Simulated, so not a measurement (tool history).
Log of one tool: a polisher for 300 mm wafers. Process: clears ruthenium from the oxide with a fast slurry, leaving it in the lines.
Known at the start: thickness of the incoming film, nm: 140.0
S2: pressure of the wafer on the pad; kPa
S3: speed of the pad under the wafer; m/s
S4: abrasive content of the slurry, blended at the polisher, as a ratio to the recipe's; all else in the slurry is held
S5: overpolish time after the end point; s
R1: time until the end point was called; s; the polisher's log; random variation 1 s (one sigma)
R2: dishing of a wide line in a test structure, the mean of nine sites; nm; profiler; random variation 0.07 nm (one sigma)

run 1 day=0 | flow_of_slurry_(ml/min)=135 S2=14.5 S3=1.22 S4=1 S5=9 | R1=44.875 R2=21.665
run 2 day=0.121 | flow_of_slurry_(ml/min)=140 S2=13.8 S3=1.16 S4=1 S5=8 | R1=48.224 R2=17.758
run 3 day=0.338 | flow_of_slurry_(ml/min)=150 S2=13.1 S3=1.12 S4=1 S5=7 | R1=51.534 R2=14.803
run 4 day=0.667 | flow_of_slurry_(ml/min)=155 S2=12.4 S3=1.08 S4=1 S5=7 | R1=56.435 R2=13.513
run 5 day=0.946 | flow_of_slurry_(ml/min)=155 S2=12.4 S3=1.34 S4=1 S5=7 | R1=46.268 R2=16.504
run 6 day=1.162 | flow_of_slurry_(ml/min)=155 S2=12.4 S3=1.14 S4=1 S5=7 | R1=55.271 R2=13.981
run 7 day=1.412 | flow_of_slurry_(ml/min)=160 S2=11.7 S3=1.1 S4=1 S5=7 | R1=56.916 R2=13.089
run 8 day=1.617 | flow_of_slurry_(ml/min)=165 S2=11 S3=1.08 S4=1 S5=7 | R1=61.617 R2=12.189
run 9 day=1.846 | flow_of_slurry_(ml/min)=170 S2=11 S3=1.06 S4=1 S5=7 | R1=64.665 R2=11.912
run 10 day=2 | flow_of_slurry_(ml/min)=135 S2=9.7 S3=0.88 S4=0.9 S5=3 | R1=94.369 R2=3.5144
run 11 day=2.312 | flow_of_slurry_(ml/min)=140 S2=9.7 S3=0.88 S4=0.9 S5=3 | R1=94.635 R2=3.6732
run 12 day=2.525 | flow_of_slurry_(ml/min)=145 S2=9.7 S3=0.88 S4=0.9 S5=3 | R1=93.286 R2=3.592
run 13 day=2.729 | flow_of_slurry_(ml/min)=155 S2=10.3 S3=0.88 S4=0.95 S5=4 | R1=84.691 R2=5.3823
run 14 day=2.758 | flow_of_slurry_(ml/min)=170 S2=11 S3=0.92 S4=0.9 S5=3 | R1=76.929 R2=4.3555
run 15 day=2.883 | flow_of_slurry_(ml/min)=165 S2=11 S3=0.92 S4=0.9 S5=3 | R1=76.72 R2=4.4908
run 16 day=3.05 | flow_of_slurry_(ml/min)=160 S2=11 S3=0.92 S4=0.9 S5=3 | R1=77.79 R2=4.347
run 17 day=3.367 | flow_of_slurry_(ml/min)=155 S2=11 S3=0.92 S4=0.9 S5=3 | R1=76.978 R2=4.325
run 18 day=3.65 | flow_of_slurry_(ml/min)=150 S2=11 S3=0.92 S4=0.9 S5=6 | R1=78.731 R2=8.4012
run 19 day=3.708 | flow_of_slurry_(ml/min)=145 S2=11 S3=0.92 S4=0.9 S5=6 | R1=75.697 R2=8.6117
run 20 day=3.862 | flow_of_slurry_(ml/min)=140 S2=10.3 S3=0.94 S4=1 S5=5 | R1=77.116 R2=7.0515
run 21 day=4.092 | flow_of_slurry_(ml/min)=145 S2=10.3 S3=0.96 S4=0.95 S5=5 | R1=78.177 R2=6.9791
run 22 day=4.133 | flow_of_slurry_(ml/min)=145 S2=10.3 S3=0.96 S4=0.95 S5=5 | R1=78.808 R2=7.1847

Forecast run 23:
run 23 day=4.162 | flow_of_slurry_(ml/min)=145 S2=10.3 S3=0.94 S4=0.95 S5=5 | R1=? R2=?

R1: 80.577 s
R2: 6.9941 nm
